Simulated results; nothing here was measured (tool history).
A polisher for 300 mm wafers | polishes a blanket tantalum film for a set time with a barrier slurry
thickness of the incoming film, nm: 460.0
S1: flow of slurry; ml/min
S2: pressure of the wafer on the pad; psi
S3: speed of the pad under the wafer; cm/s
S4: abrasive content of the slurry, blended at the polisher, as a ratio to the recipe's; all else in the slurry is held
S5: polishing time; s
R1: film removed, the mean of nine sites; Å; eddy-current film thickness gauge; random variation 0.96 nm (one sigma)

run,day,S1,S2,S3,S4,S5,R1
1,0.000,265,2.1,130,1.00,97,2362.70
2,0.367,265,2.1,130,1.15,97,2494.30
3,0.588,265,1.9,120,1.15,97,2137.60
4,0.733,265,1.9,100,1.15,97,1808.20
5,1.058,265,1.8,94,1.15,97,1606.10
6,1.421,265,1.8,94,1.15,97,1626.20

The next listed run, before its measurement:
7,1.712,260,1.2,70,1.15,97,?

{"run 7": {"R1": 863.67}}

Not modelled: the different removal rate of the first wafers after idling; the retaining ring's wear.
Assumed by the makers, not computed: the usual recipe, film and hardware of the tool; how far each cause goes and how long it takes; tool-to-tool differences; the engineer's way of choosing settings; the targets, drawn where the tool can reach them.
